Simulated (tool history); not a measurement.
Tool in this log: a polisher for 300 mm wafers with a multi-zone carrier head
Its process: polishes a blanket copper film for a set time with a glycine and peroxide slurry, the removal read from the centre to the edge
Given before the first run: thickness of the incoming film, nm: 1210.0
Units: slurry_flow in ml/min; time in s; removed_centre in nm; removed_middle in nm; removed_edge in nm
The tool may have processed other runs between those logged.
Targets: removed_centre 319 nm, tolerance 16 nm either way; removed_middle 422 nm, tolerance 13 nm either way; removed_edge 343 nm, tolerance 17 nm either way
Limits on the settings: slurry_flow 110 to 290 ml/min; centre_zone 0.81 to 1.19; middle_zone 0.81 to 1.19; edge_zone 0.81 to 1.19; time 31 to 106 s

run	hour	slurry_flow	centre_zone	middle_zone	edge_zone	time	removed_centre	removed_middle	removed_edge
1	0	185	1	1	1	68	470.4	471.01	465.57
2	1.9	185	1	1	1	74	508.41	509.59	499.35
3	4	185	1	1	1	58	409.57	392.71	398.58
4	11.3	185	1	1	1	71	503.61	489.91	489.65
5	14.6	185	1	1	1.08	71	494.45	485.72	492.32
6	20	215	1	1	1.08	71	515.05	501.51	509.11
7	23.9	200	0.98	1.04	1.05	68	471.67	491.43	476.75
8	32.2	190	0.97	1.07	1.02	65	441.27	474.79	437.04
9	34.6	180	0.95	1.08	1.01	63	408.33	457.78	430.94
10	42.7	180	0.94	1.1	0.98	61	394.76	453.02	404.3
11	49.3	175	0.93	1.11	0.96	60	383.78	449.85	396.29
12	58.2	170	0.92	1.12	0.94	59	376.93	430.41	389.43
13	66.8	180	0.9	1.13	0.93	57	354.81	430.75	368.19

4 next moves are on the table. One of them brings every result within its allowed miss. Which?
A	75.4	175	0.86	1.19	0.91	53	?	?	?
B	75.4	155	0.96	1.05	0.91	63	?	?	?
C	75.4	165	0.86	1.02	0.91	61	?	?	?
D	75.4	220	1.01	1.15	0.97	55	?	?	?

move	removed_centre	removed_middle	removed_edge
A	308.74	423.33	343.7
B	398.83	441.07	402.3
C	350.52	422.24	393.28
D	392.41	442.09	377.79
A: all results in spec
B: its largest miss is bigger than the last run's
C: its largest miss is bigger than the last run's
D: its largest miss is bigger than the last run's
Move A is the one to make.

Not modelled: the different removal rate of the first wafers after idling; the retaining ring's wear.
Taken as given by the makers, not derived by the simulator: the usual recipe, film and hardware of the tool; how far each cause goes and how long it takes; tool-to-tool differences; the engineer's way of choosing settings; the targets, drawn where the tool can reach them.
